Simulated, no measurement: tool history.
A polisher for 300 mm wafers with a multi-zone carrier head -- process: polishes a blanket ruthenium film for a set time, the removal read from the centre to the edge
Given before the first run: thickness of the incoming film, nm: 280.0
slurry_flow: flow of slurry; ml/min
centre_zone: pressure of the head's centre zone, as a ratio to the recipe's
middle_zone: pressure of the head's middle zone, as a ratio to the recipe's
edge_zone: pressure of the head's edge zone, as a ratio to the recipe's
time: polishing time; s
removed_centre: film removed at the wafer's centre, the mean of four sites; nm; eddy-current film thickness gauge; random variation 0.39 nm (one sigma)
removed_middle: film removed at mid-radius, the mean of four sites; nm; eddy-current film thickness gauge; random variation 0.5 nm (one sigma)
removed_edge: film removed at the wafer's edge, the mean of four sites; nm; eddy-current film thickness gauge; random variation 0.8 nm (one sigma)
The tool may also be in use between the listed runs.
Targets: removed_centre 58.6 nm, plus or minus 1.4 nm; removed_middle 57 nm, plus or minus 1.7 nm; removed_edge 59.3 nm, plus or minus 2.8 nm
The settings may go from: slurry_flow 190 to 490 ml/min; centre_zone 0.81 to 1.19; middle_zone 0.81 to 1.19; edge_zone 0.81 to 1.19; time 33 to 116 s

{"run": 1, "hour": 0.0, "slurry_flow": 315, "centre_zone": 1, "middle_zone": 1, "edge_zone": 1, "time": 74, "removed_centre": 90.079, "removed_middle": 91.501, "removed_edge": 89.363}
{"run": 2, "hour": 4.7, "slurry_flow": 315, "centre_zone": 1.04, "middle_zone": 1, "edge_zone": 1, "time": 74, "removed_centre": 93.885, "removed_middle": 90.247, "removed_edge": 89.08}
{"run": 3, "hour": 10.9, "slurry_flow": 315, "centre_zone": 1.04, "middle_zone": 0.97, "edge_zone": 1, "time": 74, "removed_centre": 93.263, "removed_middle": 89.096, "removed_edge": 89.9}
{"run": 4, "hour": 14.8, "slurry_flow": 315, "centre_zone": 0.97, "middle_zone": 0.97, "edge_zone": 1, "time": 74, "removed_centre": 88.215, "removed_middle": 89.17, "removed_edge": 90.586}
{"run": 5, "hour": 22.7, "slurry_flow": 310, "centre_zone": 0.96, "middle_zone": 0.95, "edge_zone": 0.98, "time": 69, "removed_centre": 80.685, "removed_middle": 81.55, "removed_edge": 85.291}
{"run": 6, "hour": 27.2, "slurry_flow": 310, "centre_zone": 0.96, "middle_zone": 0.99, "edge_zone": 0.98, "time": 69, "removed_centre": 81.101, "removed_middle": 83.072, "removed_edge": 84.058}
{"run": 7, "hour": 30.9, "slurry_flow": 295, "centre_zone": 0.96, "middle_zone": 0.89, "edge_zone": 0.88, "time": 48, "removed_centre": 56.021, "removed_middle": 53.109, "removed_edge": 54.935}
{"run": 8, "hour": 34.3, "slurry_flow": 365, "centre_zone": 0.96, "middle_zone": 0.94, "edge_zone": 0.97, "time": 47, "removed_centre": 55.862, "removed_middle": 56.162, "removed_edge": 57.466}
{"run": 9, "hour": 43.3, "slurry_flow": 365, "centre_zone": 0.97, "middle_zone": 0.94, "edge_zone": 0.98, "time": 47, "removed_centre": 56.689, "removed_middle": 55.589, "removed_edge": 57.513}
{"run": 10, "hour": 50.4, "slurry_flow": 365, "centre_zone": 0.97, "middle_zone": 0.94, "edge_zone": 0.99, "time": 47, "removed_centre": 56.167, "removed_middle": 55.255, "removed_edge": 56.203}

Of the 5 settings listed for the next run, only one would bring every result within its allowed miss of target. Which one?
{"run": "A", "hour": 57.5, "slurry_flow": 415, "centre_zone": 1.11, "middle_zone": 0.97, "edge_zone": 0.98, "time": 44, "removed_centre": "?", "removed_middle": "?", "removed_edge": "?"}
{"run": "B", "hour": 57.5, "slurry_flow": 285, "centre_zone": 1.05, "middle_zone": 1.01, "edge_zone": 1.11, "time": 46, "removed_centre": "?", "removed_middle": "?", "removed_edge": "?"}
{"run": "C", "hour": 57.5, "slurry_flow": 435, "centre_zone": 1.03, "middle_zone": 1.04, "edge_zone": 0.99, "time": 42, "removed_centre": "?", "removed_middle": "?", "removed_edge": "?"}
{"run": "D", "hour": 57.5, "slurry_flow": 405, "centre_zone": 0.96, "middle_zone": 1, "edge_zone": 0.97, "time": 43, "removed_centre": "?", "removed_middle": "?", "removed_edge": "?"}
{"run": "E", "hour": 57.5, "slurry_flow": 365, "centre_zone": 1.08, "middle_zone": 1.14, "edge_zone": 0.91, "time": 44, "removed_centre": "?", "removed_middle": "?", "removed_edge": "?"}

move=A removed_centre=60.693 removed_middle=53.921 removed_edge=54.934
move=B removed_centre=57.755 removed_middle=56.333 removed_edge=59.425
move=C removed_centre=53.957 removed_middle=54.8 removed_edge=52.783
move=D removed_centre=51.15 removed_middle=54.01 removed_edge=53.326
move=E removed_centre=58.45 removed_middle=61.247 removed_edge=52.517
A: pushes the last run's worst result past its target
B: each result inside its tolerance
C: further off than the last run
D: further off than the last run
E: the furthest-off result lands on target, but another misses its tolerance
Correct choice: B, which meets every target
